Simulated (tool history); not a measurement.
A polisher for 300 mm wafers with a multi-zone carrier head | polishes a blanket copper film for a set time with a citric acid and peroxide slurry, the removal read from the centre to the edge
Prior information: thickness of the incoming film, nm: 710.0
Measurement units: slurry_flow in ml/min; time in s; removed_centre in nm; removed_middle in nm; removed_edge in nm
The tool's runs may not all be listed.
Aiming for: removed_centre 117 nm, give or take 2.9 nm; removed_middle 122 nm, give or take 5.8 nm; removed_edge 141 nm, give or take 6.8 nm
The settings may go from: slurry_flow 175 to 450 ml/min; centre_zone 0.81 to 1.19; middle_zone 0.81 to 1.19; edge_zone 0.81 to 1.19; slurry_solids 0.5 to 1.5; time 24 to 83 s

run 1 hour=0 | slurry_flow=290 centre_zone=1 middle_zone=1 edge_zone=1 slurry_solids=1 time=53 | removed_centre=92.773 removed_middle=91.907 removed_edge=94.764
run 2 hour=2.8 | slurry_flow=285 centre_zone=0.99 middle_zone=1 edge_zone=1.02 slurry_solids=1.05 time=54 | removed_centre=94.354 removed_middle=96.132 removed_edge=95.935
run 3 hour=3.8 | slurry_flow=295 centre_zone=0.97 middle_zone=0.98 edge_zone=1.04 slurry_solids=1.05 time=56 | removed_centre=96.937 removed_middle=97.035 removed_edge=102.52
run 4 hour=7.1 | slurry_flow=295 centre_zone=0.97 middle_zone=0.98 edge_zone=1.04 slurry_solids=1.05 time=64 | removed_centre=110.86 removed_middle=110.27 removed_edge=118.17
run 5 hour=13.2 | slurry_flow=300 centre_zone=0.96 middle_zone=0.98 edge_zone=1.06 slurry_solids=1.1 time=64 | removed_centre=111.16 removed_middle=110.16 removed_edge=119.28
run 6 hour=17.5 | slurry_flow=300 centre_zone=0.96 middle_zone=0.98 edge_zone=1.1 slurry_solids=1.1 time=64 | removed_centre=111.36 removed_middle=112.76 removed_edge=121.75
run 7 hour=20.9 | slurry_flow=300 centre_zone=0.95 middle_zone=0.98 edge_zone=1.11 slurry_solids=1.15 time=64 | removed_centre=110.43 removed_middle=112.67 removed_edge=119.45
run 8 hour=26.4 | slurry_flow=305 centre_zone=0.94 middle_zone=0.98 edge_zone=1.12 slurry_solids=1.15 time=65 | removed_centre=110.77 removed_middle=117.64 removed_edge=124.91
run 9 hour=32 | slurry_flow=310 centre_zone=0.94 middle_zone=0.97 edge_zone=1.13 slurry_solids=1.15 time=65 | removed_centre=111.2 removed_middle=112.4 removed_edge=128.32
run 10 hour=36.5 | slurry_flow=320 centre_zone=0.94 middle_zone=0.97 edge_zone=1.14 slurry_solids=1.15 time=65 | removed_centre=111.31 removed_middle=114.25 removed_edge=124.46
run 11 hour=39 | slurry_flow=315 centre_zone=0.93 middle_zone=0.97 edge_zone=1.14 slurry_solids=1.2 time=65 | removed_centre=111.09 removed_middle=113.97 removed_edge=127.05
run 12 hour=43.1 | slurry_flow=315 centre_zone=0.93 middle_zone=0.97 edge_zone=1.14 slurry_solids=1.25 time=65 | removed_centre=112.08 removed_middle=112.68 removed_edge=128.74

Pick the move, out of 5, that brings all results within their allowed miss; only one does.
run A hour=47.2 | slurry_flow=305 centre_zone=0.98 middle_zone=0.88 edge_zone=1.03 slurry_solids=1.3 time=64 | removed_centre=? removed_middle=? removed_edge=?
run B hour=47.2 | slurry_flow=310 centre_zone=0.91 middle_zone=0.96 edge_zone=1.19 slurry_solids=1.2 time=70 | removed_centre=? removed_middle=? removed_edge=?
run C hour=47.2 | slurry_flow=350 centre_zone=0.85 middle_zone=0.93 edge_zone=1.19 slurry_solids=1.35 time=76 | removed_centre=? removed_middle=? removed_edge=?
run D hour=47.2 | slurry_flow=305 centre_zone=0.97 middle_zone=1.05 edge_zone=1.1 slurry_solids=1.1 time=64 | removed_centre=? removed_middle=? removed_edge=?
run E hour=47.2 | slurry_flow=290 centre_zone=1.01 middle_zone=1.06 edge_zone=1.11 slurry_solids=1.35 time=57 | removed_centre=? removed_middle=? removed_edge=?

move=A removed_centre=114.12 removed_middle=104.91 removed_edge=122.67
move=B removed_centre=114.57 removed_middle=121.95 removed_edge=142.48
move=C removed_centre=119.93 removed_middle=133.08 removed_edge=159.25
move=D removed_centre=110.01 removed_middle=118.36 removed_edge=123.03
move=E removed_centre=104.95 removed_middle=109.32 removed_edge=113.4
A: further off than the last run
B: hits every target within its allowed miss
C: moves the result that the last run missed by most past its target, out the other side
D: further off than the last run
E: further off than the last run
B meets every target.
